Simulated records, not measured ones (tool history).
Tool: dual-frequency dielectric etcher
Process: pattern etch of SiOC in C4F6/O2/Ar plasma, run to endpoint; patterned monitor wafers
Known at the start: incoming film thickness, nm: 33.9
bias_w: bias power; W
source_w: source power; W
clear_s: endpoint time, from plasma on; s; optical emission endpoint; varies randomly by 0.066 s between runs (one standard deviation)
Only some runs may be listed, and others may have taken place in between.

run 1 hour=0 | bias_w=449 source_w=380 | clear_s=12.439
run 2 hour=4.1 | bias_w=449 source_w=330 | clear_s=13.016
run 3 hour=12.8 | bias_w=499 source_w=330 | clear_s=12.578
run 4 hour=15.3 | bias_w=428 source_w=330 | clear_s=13.219
run 5 hour=23.8 | bias_w=498 source_w=330 | clear_s=12.567
run 6 hour=25.3 | bias_w=477 source_w=320 | clear_s=12.883
run 7 hour=27.9 | bias_w=461 source_w=320 | clear_s=12.964

Estimate the outcome of run 8 from the log above:
run 8 hour=32.2 | bias_w=446 source_w=310 | clear_s=?

{"run 8": {"clear_s": 13.332}}
